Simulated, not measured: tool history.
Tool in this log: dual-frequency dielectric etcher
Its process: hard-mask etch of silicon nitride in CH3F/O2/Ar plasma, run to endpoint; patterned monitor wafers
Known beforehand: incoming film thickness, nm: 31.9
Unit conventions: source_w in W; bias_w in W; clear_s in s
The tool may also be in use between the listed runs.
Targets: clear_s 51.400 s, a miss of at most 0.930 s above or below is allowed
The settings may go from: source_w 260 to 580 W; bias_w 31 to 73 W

run	day	source_w	bias_w	clear_s
1	0.000	420	52	48.306
2	0.250	420	49	48.153
3	0.562	470	49	45.993
4	0.908	470	55	44.297
5	1.033	430	54	46.949
6	1.133	410	53	48.080
7	1.221	390	53	49.059
# day 1.271: source power generator calibrated
8	1.271	380	53	49.330
9	1.429	370	53	50.092

Pick the move, out of 4, that brings all results within their allowed miss; only one does.
A	1.588	330	65	?
B	1.588	360	57	?
C	1.588	330	58	?
D	1.588	370	54	?

move	clear_s
A	49.922
B	49.573
C	51.725
D	49.642
A: misses by more than the last run did
B: misses by more than the last run did
C: meets every target
D: misses by more than the last run did
Go with C: it meets all targets.
